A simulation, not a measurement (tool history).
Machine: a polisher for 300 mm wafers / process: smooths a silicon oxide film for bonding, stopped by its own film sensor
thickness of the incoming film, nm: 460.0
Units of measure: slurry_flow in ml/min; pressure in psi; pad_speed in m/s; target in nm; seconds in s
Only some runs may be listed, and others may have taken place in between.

| run | hour | slurry_flow | pressure | pad_speed | slurry_solids | target | seconds |
|---|---|---|---|---|---|---|---|
| 1 | 0.0 | 215 | 1.4 | 1.06 | 1.0 | 368 | 166.98 |
| 2 | 5.8 | 215 | 1.3 | 1.06 | 1.0 | 368 | 176.00 |
| 3 | 6.5 | 215 | 1.3 | 1.06 | 1.0 | 364 | 181.83 |
| 4 | 11.5 | 215 | 1.2 | 1.06 | 1.0 | 364 | 195.04 |
| 5 | 12.4 | 215 | 1.2 | 1.06 | 1.1 | 364 | 178.85 |
| 6 | 19.2 | 215 | 1.2 | 1.06 | 1.0 | 364 | 190.50 |
| 7 | 20.9 | 215 | 1.1 | 1.06 | 1.0 | 364 | 206.72 |
| 8 | 29.0 | 210 | 0.9 | 1.06 | 1.0 | 364 | 226.79 |

The next listed run, before its measurement:
| 9 | 37.5 | 210 | 0.7 | 1.06 | 1.0 | 364 | ? |

Run 9 produced seconds 268.49 s.
